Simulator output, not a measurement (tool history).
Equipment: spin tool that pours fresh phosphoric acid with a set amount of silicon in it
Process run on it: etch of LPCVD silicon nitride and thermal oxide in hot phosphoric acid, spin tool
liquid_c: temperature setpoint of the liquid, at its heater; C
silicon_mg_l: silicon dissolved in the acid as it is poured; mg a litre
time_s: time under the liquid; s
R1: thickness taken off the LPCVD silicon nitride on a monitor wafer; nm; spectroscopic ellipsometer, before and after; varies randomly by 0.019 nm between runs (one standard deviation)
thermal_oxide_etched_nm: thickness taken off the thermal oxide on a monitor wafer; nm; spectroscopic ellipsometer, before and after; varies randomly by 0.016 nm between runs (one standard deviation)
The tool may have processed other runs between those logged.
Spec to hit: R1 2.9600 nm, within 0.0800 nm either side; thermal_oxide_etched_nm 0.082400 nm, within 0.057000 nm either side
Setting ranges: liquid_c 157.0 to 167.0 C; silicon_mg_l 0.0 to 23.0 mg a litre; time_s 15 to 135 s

run 1 day=0.000 | liquid_c=162.0 silicon_mg_l=10.0 time_s=70 | R1=5.9778 thermal_oxide_etched_nm=0.197230
run 2 day=0.350 | liquid_c=161.5 silicon_mg_l=10.0 time_s=65 | R1=5.4132 thermal_oxide_etched_nm=0.206350
run 3 day=0.508 | liquid_c=161.5 silicon_mg_l=13.0 time_s=65 | R1=5.4255 thermal_oxide_etched_nm=0.145150
run 4 day=0.679 | liquid_c=161.5 silicon_mg_l=13.0 time_s=40 | R1=3.3555 thermal_oxide_etched_nm=0.086270
run 5 day=1.029 | liquid_c=161.0 silicon_mg_l=13.0 time_s=40 | R1=3.2857 thermal_oxide_etched_nm=0.091071
run 6 day=1.079 | liquid_c=160.0 silicon_mg_l=13.5 time_s=40 | R1=3.1675 thermal_oxide_etched_nm=0.096244
run 7 day=1.379 | liquid_c=160.0 silicon_mg_l=14.0 time_s=40 | R1=3.1633 thermal_oxide_etched_nm=0.069786
run 8 day=1.704 | liquid_c=160.0 silicon_mg_l=13.5 time_s=40 | R1=3.1213 thermal_oxide_etched_nm=0.089093

Exercise: of the 4 proposed moves below, exactly one satisfies all targets within the stated allowed misses. Which move is it?
run A day=2.029 | liquid_c=157.0 silicon_mg_l=2.0 time_s=45 | R1=? thermal_oxide_etched_nm=?
run B day=2.029 | liquid_c=161.5 silicon_mg_l=15.5 time_s=40 | R1=? thermal_oxide_etched_nm=?
run C day=2.029 | liquid_c=160.5 silicon_mg_l=16.5 time_s=40 | R1=? thermal_oxide_etched_nm=?
run D day=2.029 | liquid_c=162.0 silicon_mg_l=18.0 time_s=35 | R1=? thermal_oxide_etched_nm=?

move=A R1=3.2256 thermal_oxide_etched_nm=0.086336
move=B R1=3.3367 thermal_oxide_etched_nm=0.079924
move=C R1=3.2270 thermal_oxide_etched_nm=0.072362
move=D R1=2.9687 thermal_oxide_etched_nm=0.067960
A: its largest miss is bigger than the last run's
B: its largest miss is bigger than the last run's
C: its largest miss is bigger than the last run's
D: all results in spec
Move D is the one to make.

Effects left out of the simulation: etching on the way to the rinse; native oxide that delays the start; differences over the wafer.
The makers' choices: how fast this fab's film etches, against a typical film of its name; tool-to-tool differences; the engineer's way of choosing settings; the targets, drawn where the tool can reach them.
